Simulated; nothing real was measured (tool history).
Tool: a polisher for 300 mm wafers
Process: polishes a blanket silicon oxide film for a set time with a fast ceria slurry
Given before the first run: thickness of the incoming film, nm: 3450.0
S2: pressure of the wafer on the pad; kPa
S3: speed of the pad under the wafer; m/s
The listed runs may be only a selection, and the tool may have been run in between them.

{"run": 1, "hour": 0.0, "flow of slurry (ml/min)": 315, "S2": 17.2, "S3": 1.14, "polishing time (s)": 60, "film removed (angstrom)": 8999.4}
{"run": 2, "hour": 8.3, "flow of slurry (ml/min)": 315, "S2": 16.5, "S3": 1.14, "polishing time (s)": 60, "film removed (angstrom)": 9013.5}
{"run": 3, "hour": 15.3, "flow of slurry (ml/min)": 315, "S2": 15.9, "S3": 1.14, "polishing time (s)": 60, "film removed (angstrom)": 8702.6}
{"run": 4, "hour": 22.0, "flow of slurry (ml/min)": 315, "S2": 15.2, "S3": 1.14, "polishing time (s)": 60, "film removed (angstrom)": 8364.4}
{"run": 5, "hour": 25.7, "flow of slurry (ml/min)": 315, "S2": 15.2, "S3": 1.24, "polishing time (s)": 60, "film removed (angstrom)": 9160.6}
{"run": 6, "hour": 32.2, "flow of slurry (ml/min)": 345, "S2": 15.2, "S3": 1.24, "polishing time (s)": 60, "film removed (angstrom)": 9440.7}

Run 7, settings as shown, results not yet in. Your forecast:
{"run": 7, "hour": 33.7, "flow of slurry (ml/min)": 330, "S2": 14.5, "S3": 1.24, "polishing time (s)": 60, "film removed (angstrom)": "?"}

{"run 7": {"film removed (angstrom)": 9112.9}}
